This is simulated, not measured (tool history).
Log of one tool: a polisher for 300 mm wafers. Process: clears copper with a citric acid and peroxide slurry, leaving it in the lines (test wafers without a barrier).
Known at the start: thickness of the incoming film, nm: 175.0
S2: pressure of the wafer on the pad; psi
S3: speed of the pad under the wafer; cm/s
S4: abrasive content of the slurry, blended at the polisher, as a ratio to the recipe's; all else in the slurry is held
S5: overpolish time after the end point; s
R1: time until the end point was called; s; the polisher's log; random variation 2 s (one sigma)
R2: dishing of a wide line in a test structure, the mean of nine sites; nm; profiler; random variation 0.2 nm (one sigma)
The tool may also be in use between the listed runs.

{"run": 1, "hour": 0.0, "flow of slurry (ml/min)": 215, "S2": 2.5, "S3": 132, "S4": 1.0, "S5": 25, "R1": 78.45, "R2": 36.806}
{"run": 2, "hour": 5.3, "flow of slurry (ml/min)": 215, "S2": 3.0, "S3": 132, "S4": 1.0, "S5": 25, "R1": 65.207, "R2": 42.383}
{"run": 3, "hour": 13.1, "flow of slurry (ml/min)": 215, "S2": 3.0, "S3": 132, "S4": 1.15, "S5": 25, "R1": 63.282, "R2": 42.948}
{"run": 4, "hour": 17.7, "flow of slurry (ml/min)": 210, "S2": 2.9, "S3": 114, "S4": 1.25, "S5": 21, "R1": 73.852, "R2": 32.091}
{"run": 5, "hour": 21.0, "flow of slurry (ml/min)": 205, "S2": 2.8, "S3": 104, "S4": 1.3, "S5": 18, "R1": 78.509, "R2": 25.312}
{"run": 6, "hour": 29.1, "flow of slurry (ml/min)": 205, "S2": 2.8, "S3": 74, "S4": 1.3, "S5": 18, "R1": 115.59, "R2": 19.089}
{"run": 7, "hour": 34.2, "flow of slurry (ml/min)": 185, "S2": 2.6, "S3": 80, "S4": 1.35, "S5": 15, "R1": 116.2, "R2": 15.622}
{"run": 8, "hour": 41.5, "flow of slurry (ml/min)": 130, "S2": 2.4, "S3": 98, "S4": 1.5, "S5": 8, "R1": 103.06, "R2": 10.0}
{"run": 9, "hour": 45.5, "flow of slurry (ml/min)": 140, "S2": 2.4, "S3": 98, "S4": 1.5, "S5": 8, "R1": 98.656, "R2": 9.6729}
{"run": 10, "hour": 48.8, "flow of slurry (ml/min)": 145, "S2": 2.4, "S3": 96, "S4": 1.45, "S5": 8, "R1": 100.69, "R2": 9.2821}

Forecast run 11:
{"run": 11, "hour": 53.0, "flow of slurry (ml/min)": 155, "S2": 2.4, "S3": 94, "S4": 1.45, "S5": 9, "R1": "?", "R2": "?"}

Run 11 gave R1 103.270 s, R2 10.2000 nm.
